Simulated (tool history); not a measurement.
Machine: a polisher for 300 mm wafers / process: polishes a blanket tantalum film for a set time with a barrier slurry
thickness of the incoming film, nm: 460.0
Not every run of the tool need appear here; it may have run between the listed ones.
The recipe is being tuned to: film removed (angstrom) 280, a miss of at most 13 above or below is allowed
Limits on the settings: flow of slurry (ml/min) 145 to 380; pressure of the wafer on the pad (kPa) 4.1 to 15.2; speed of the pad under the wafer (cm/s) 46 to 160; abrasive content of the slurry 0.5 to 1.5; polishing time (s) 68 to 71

run  hour  flow of slurry (ml/min)  pressure of the wafer on the pad (kPa)  speed of the pad under the wafer (cm/s)  abrasive content of the slurry  polishing time (s)  film removed (angstrom)
  1     0                      245                                     9.7                                      102                               1                  68                   662.21
  2   6.3                      245                                     8.3                                       94                               1                  68                   562.98
  3  11.2                      245                                     6.9                                       82                               1                  68                   428.33
  4  16.5                      245                                     6.9                                       82                               1                  68                   415.14
  5  17.6                      245                                     6.9                                      106                               1                  68                   551.72
  6  23.9                      245                                     6.2                                       96                               1                  68                   465.59
  7  25.5                      245                                     5.5                                       88                               1                  68                   394.64
  8  28.7                      245                                     4.8                                       82                               1                  68                   337.91
  9  33.5                      245                                     4.8                                       82                               1                  68                    343.6

5 candidate next runs follow, results not yet known. Just one meets every target within its allowed miss. Identify it.
  A  38.3                      285                                     5.5                                       52                            0.95                  70                        ?
  B  38.3                      175                                     5.5                                       98                             0.9                  71                        ?
  C  38.3                      255                                     4.8                                       58                             1.1                  68                        ?
  D  38.3                      220                                     4.1                                       78                             0.9                  68                        ?
  E  38.3                      290                                     4.1                                       66                            0.95                  68                        ?

move  film removed (angstrom)
   A                   251.83
   B                   432.61
   C                   260.25
   D                   290.73
   E                    260.4
A: the result that was furthest off in the last run now lies on the other side of its target
B: moves away from the targets compared with the last run
C: the result that was furthest off in the last run now lies on the other side of its target
D: all results land within tolerance of their targets
E: the result that was furthest off in the last run now lies on the other side of its target
Move D is the one to make.
